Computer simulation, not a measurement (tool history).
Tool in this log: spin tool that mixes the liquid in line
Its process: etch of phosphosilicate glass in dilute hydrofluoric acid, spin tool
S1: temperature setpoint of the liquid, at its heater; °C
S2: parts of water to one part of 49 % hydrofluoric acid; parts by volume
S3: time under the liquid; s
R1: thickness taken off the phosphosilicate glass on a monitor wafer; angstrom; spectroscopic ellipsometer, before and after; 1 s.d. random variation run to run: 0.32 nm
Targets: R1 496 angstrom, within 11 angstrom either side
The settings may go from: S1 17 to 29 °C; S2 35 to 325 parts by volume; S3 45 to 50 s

| run | day | S1 | S2 | S3 | R1 |
|---|---|---|---|---|---|
| 1 | 0 | 21 | 180 | 45 | 177.23 |
| 2 | 0.2 | 23 | 150 | 45 | 239.64 |
| 3 | 0.333 | 24.5 | 130 | 45 | 300.47 |
| 4 | 0.446 | 24.5 | 130 | 50 | 331.33 |
| 5 | 0.646 | 24.5 | 70 | 50 | 664.84 |
| 6 | 0.821 | 24.5 | 35 | 50 | 1383 |
| 7 | 1.146 | 25.5 | 55 | 50 | 893.7 |
| 8 | 1.379 | 26.5 | 65 | 50 | 777.88 |
| 9 | 1.671 | 26.5 | 135 | 50 | 344.46 |
| 10 | 1.921 | 27 | 125 | 50 | 378.91 |
| 11 | 2.138 | 27 | 120 | 50 | 401.42 |
| 12 | 2.246 | 27 | 115 | 50 | 416.77 |
| 13 | 2.475 | 27 | 110 | 50 | 442.49 |
| 14 | 2.692 | 26.5 | 110 | 50 | 435.45 |
| 15 | 2.775 | 29 | 100 | 50 | 526.32 |
| 16 | 3.112 | 28.5 | 100 | 50 | 523.84 |
| 17 | 3.171 | 28 | 100 | 50 | 509.85 |

Below are 5 possible settings for the next run. Only one of them brings all results inside the allowed miss of their targets. Which is it?
| A | 3.229 | 28.5 | 95 | 45 | ? |
| B | 3.229 | 29 | 110 | 50 | ? |
| C | 3.229 | 29 | 100 | 50 | ? |
| D | 3.229 | 26 | 90 | 45 | ? |
| E | 3.229 | 27 | 95 | 50 | ? |

| move | R1 |
|---|---|
| A | 495.75 |
| B | 475.73 |
| C | 530.02 |
| D | 477.76 |
| E | 519.77 |
A: every result within its allowed miss
B: takes the biggest miss from the last run beyond its target
C: lands further from the targets than the last run did
D: takes the biggest miss from the last run beyond its target
E: lands further from the targets than the last run did
So the answer is move A, the one that meets all the targets.

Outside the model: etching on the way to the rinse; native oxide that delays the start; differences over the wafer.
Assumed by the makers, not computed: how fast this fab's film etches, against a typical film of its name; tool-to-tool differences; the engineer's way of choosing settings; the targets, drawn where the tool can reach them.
